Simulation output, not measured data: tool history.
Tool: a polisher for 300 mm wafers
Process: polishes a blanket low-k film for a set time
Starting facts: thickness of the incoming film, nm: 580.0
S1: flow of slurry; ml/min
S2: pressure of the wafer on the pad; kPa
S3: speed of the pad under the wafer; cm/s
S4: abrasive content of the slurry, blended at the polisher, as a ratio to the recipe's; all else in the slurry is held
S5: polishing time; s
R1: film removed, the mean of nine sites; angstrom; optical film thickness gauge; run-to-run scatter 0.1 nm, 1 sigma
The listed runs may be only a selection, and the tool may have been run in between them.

run 1 hour=0 | S1=265 S2=11 S3=94 S4=1 S5=38 | R1=105.07
run 2 hour=7.8 | S1=275 S2=12.4 S3=94 S4=1 S5=38 | R1=116.67
run 3 hour=10.7 | S1=225 S2=12.4 S3=94 S4=1 S5=38 | R1=112.73
run 4 hour=15.8 | S1=260 S2=13.1 S3=94 S4=1 S5=38 | R1=119.84
run 5 hour=18.9 | S1=260 S2=13.1 S3=74 S4=1 S5=38 | R1=103.63
run 6 hour=19.5 | S1=285 S2=14.5 S3=74 S4=1 S5=38 | R1=113.05
run 7 hour=27.2 | S1=285 S2=15.2 S3=78 S4=1 S5=38 | R1=123.53
run 8 hour=36.1 | S1=290 S2=15.9 S3=80 S4=1 S5=38 | R1=128.71
run 9 hour=39.8 | S1=290 S2=16.5 S3=84 S4=1 S5=38 | R1=137.15

What will run 10 give?
run 10 hour=42.6 | S1=290 S2=16.5 S3=84 S4=1 S5=38 | R1=?

{"run 10": {"R1": 137.45}}
